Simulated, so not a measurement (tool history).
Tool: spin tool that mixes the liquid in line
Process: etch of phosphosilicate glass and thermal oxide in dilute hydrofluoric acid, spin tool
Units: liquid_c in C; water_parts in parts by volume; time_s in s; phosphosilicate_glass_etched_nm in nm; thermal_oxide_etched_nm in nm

run  hour  liquid_c  water_parts  time_s  phosphosilicate_glass_etched_nm  thermal_oxide_etched_nm
  1     0        25           90      30                            50.97                   1.7111
  2   0.9        27           80      30                           62.968                   2.1872
  3   3.7        28           75      30                            70.32                   2.4083
  4   9.7        30           75      30                           74.996                    2.587
  5  13.5      28.5           75      30                           71.691                   2.5972
  6  14.8        29           70      30                           78.841                   2.5725

Forecast run 7:
  7  20.3        30           70      30                                ?                        ?

{"run 7": {"phosphosilicate_glass_etched_nm": 80.82, "thermal_oxide_etched_nm": 2.8291}}

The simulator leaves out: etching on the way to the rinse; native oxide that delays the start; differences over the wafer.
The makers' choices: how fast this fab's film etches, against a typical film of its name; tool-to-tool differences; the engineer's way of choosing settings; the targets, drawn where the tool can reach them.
